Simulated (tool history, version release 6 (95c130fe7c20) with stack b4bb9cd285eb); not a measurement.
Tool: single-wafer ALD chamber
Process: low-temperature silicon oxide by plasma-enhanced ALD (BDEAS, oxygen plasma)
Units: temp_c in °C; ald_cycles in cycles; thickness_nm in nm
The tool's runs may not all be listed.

run 1 day=0.000 | temp_c=100 ald_cycles=63 | thickness_nm=8.0104
run 2 day=0.362 | temp_c=90 ald_cycles=63 | thickness_nm=8.3105
run 3 day=0.500 | temp_c=88 ald_cycles=64 | thickness_nm=8.5155
run 4 day=0.588 | temp_c=86 ald_cycles=65 | thickness_nm=8.6620
run 5 day=0.900 | temp_c=86 ald_cycles=68 | thickness_nm=9.1339
run 6 day=1.079 | temp_c=85 ald_cycles=68 | thickness_nm=9.0884
run 7 day=1.154 | temp_c=84 ald_cycles=68 | thickness_nm=9.1299
run 8 day=1.196 | temp_c=83 ald_cycles=68 | thickness_nm=9.1592

Forecast run 9:
run 9 day=1.408 | temp_c=83 ald_cycles=68 | thickness_nm=?

thickness_nm: 9.2605 nm
